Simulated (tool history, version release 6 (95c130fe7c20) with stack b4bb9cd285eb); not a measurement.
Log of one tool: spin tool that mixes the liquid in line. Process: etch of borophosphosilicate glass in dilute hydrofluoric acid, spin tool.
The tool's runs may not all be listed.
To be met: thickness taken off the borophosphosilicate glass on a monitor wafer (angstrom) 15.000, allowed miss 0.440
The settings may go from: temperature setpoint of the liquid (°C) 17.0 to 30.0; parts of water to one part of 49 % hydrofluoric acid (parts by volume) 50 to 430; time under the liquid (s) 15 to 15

run	hour	temperature setpoint of the liquid (°C)	parts of water to one part of 49 % hydrofluoric acid (parts by volume)	time under the liquid (s)	thickness taken off the borophosphosilicate glass on a monitor wafer (angstrom)
1	0.0	22.0	240	15	26.093
2	7.1	22.0	240	15	26.641
3	16.0	22.0	240	15	26.434
4	24.0	21.0	255	15	23.674
5	27.0	21.0	255	15	23.628
6	30.4	24.0	255	15	26.376
7	33.5	23.0	265	15	24.208
8	39.3	22.0	275	15	22.147
9	42.3	21.0	285	15	20.729
10	47.9	17.0	340	15	14.070
11	55.0	17.5	340	15	14.530

4 next moves are on the table. One of them brings every result within its allowed miss. Which?
A	62.1	18.0	365	15	?
B	62.1	17.0	325	15	?
C	62.1	17.0	345	15	?
D	62.1	17.5	350	15	?

move	thickness taken off the borophosphosilicate glass on a monitor wafer (angstrom)
A	13.389
B	14.974
C	13.878
D	13.879
A: further off than the last run
B: meets every target
C: further off than the last run
D: further off than the last run
The right move is B.
